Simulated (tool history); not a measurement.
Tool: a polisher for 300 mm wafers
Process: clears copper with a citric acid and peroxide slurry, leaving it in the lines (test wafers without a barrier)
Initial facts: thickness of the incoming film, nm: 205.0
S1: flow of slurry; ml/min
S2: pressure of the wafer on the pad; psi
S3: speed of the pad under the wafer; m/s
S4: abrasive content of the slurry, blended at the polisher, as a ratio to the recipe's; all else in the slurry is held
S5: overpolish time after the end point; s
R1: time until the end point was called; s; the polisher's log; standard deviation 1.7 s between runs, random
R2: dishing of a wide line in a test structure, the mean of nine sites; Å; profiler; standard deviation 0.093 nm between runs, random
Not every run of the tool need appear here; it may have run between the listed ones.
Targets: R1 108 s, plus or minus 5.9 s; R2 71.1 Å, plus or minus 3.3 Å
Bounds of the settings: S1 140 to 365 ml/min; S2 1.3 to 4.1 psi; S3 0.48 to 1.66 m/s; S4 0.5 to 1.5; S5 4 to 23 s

run,hour,S1,S2,S3,S4,S5,R1,R2
1,0,235,2.7,1.06,1,12,92.232,184.07
2,2.4,235,2.5,1.06,1,10,100.47,150.62
3,4.3,235,2.5,1.06,1,15,99.839,207.02
4,9.5,235,2.5,1.06,1.15,15,94.367,214.28
5,16.7,235,2.3,1.04,1.2,13,104.2,176.93
6,20.8,235,2.3,0.78,1.2,13,138.35,142.54
7,22.4,215,2.2,0.88,1.05,11,132.91,121.01
8,29.5,200,2.1,0.96,0.95,10,131.12,113.01
9,37.7,185,2,1.04,0.85,9,134.28,102.28
10,42.7,175,2,1.1,0.8,8,128.54,92.758
11,45.6,170,2,1.16,0.75,7,122.81,86.844
12,50.1,140,2.2,1.3,0.5,4,110.16,55.759
13,54.1,150,2.2,1.3,0.55,4,108.74,55.594
14,61.4,145,2.3,1.3,0.55,8,107.03,111.51
15,62.7,170,2.3,1.3,0.55,8,99.815,113.07
16,71.2,235,1.6,1.28,0.55,4,141.4,44.924
17,80,235,1.7,1.28,0.6,4,127.58,47.269
18,85.7,225,1.8,1.28,0.6,4,126.61,50.052

4 candidate next runs follow, results not yet known. Just one meets every target within its allowed miss. Identify it.
A,91.4,250,1.8,1.3,0.6,5,?,?
B,91.4,215,2.1,1.42,0.55,4,?,?
C,91.4,210,1.8,1.46,0.75,5,?,?
D,91.4,210,1.7,1.32,0.55,6,?,?

move,R1,R2
A,120.77,62.923
B,98.833,61.685
C,106.61,70.831
D,130.36,69.531
A: moves toward the targets from the last run without getting all of them in spec
B: moves toward the targets from the last run without getting all of them in spec
C: every result within its allowed miss
D: brings the last run's worst result on target, with another outside its allowed miss
C meets every target.
